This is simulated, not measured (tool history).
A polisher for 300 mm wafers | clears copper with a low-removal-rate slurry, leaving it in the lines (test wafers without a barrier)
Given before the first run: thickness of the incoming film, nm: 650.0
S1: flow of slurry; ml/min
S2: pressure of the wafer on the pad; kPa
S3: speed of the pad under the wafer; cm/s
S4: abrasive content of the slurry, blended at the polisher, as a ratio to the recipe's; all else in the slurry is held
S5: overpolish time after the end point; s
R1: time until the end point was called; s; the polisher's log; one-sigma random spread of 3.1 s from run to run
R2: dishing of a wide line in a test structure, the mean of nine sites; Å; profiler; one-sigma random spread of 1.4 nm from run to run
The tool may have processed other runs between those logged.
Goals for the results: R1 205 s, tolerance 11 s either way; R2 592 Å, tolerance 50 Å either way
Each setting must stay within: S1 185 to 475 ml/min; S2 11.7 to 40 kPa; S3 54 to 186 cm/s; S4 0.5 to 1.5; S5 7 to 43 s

run 1 day=0 | S1=305 S2=25.5 S3=118 S4=1 S5=22 | R1=140.81 R2=570.92
run 2 day=0.292 | S1=305 S2=25.5 S3=118 S4=0.85 S5=22 | R1=145.75 R2=527.52
run 3 day=0.321 | S1=305 S2=31 S3=118 S4=0.85 S5=22 | R1=122.55 R2=619.69
run 4 day=0.679 | S1=305 S2=33.8 S3=118 S4=0.85 S5=22 | R1=115.6 R2=646.8
run 5 day=1.017 | S1=305 S2=29.6 S3=118 S4=0.85 S5=22 | R1=130.56 R2=589.92
run 6 day=1.342 | S1=305 S2=29.6 S3=118 S4=0.85 S5=31 | R1=129.37 R2=784.07
run 7 day=1.608 | S1=305 S2=25.5 S3=116 S4=0.85 S5=32 | R1=149.5 R2=712.11
run 8 day=1.888 | S1=305 S2=22.8 S3=114 S4=0.85 S5=33 | R1=168.62 R2=656.59
run 9 day=2.175 | S1=305 S2=20.7 S3=114 S4=0.85 S5=34 | R1=179 R2=610.23
run 10 day=2.488 | S1=305 S2=16.5 S3=110 S4=0.85 S5=38 | R1=219.72 R2=557.4

Exactly one of the 5 candidate moves below puts every result within its allowed miss. Which one?
run A day=2.8 | S1=315 S2=18.6 S3=94 S4=0.85 S5=40 | R1=? R2=?
run B day=2.8 | S1=300 S2=15.9 S3=118 S4=1 S5=37 | R1=? R2=?
run C day=2.8 | S1=335 S2=16.5 S3=100 S4=0.95 S5=31 | R1=? R2=?
run D day=2.8 | S1=340 S2=13.8 S3=122 S4=0.9 S5=29 | R1=? R2=?
run E day=2.8 | S1=275 S2=17.9 S3=104 S4=0.85 S5=37 | R1=? R2=?

move=A R1=233.14 R2=577.55
move=B R1=203.83 R2=594.04
move=C R1=233.06 R2=469.94
move=D R1=222.23 R2=457.2
move=E R1=219.51 R2=568.15
A: the biggest miss grows against the last run
B: every result within its allowed miss
C: the biggest miss grows against the last run
D: the biggest miss grows against the last run
E: about the same distance from the targets as the last run
Answer: B
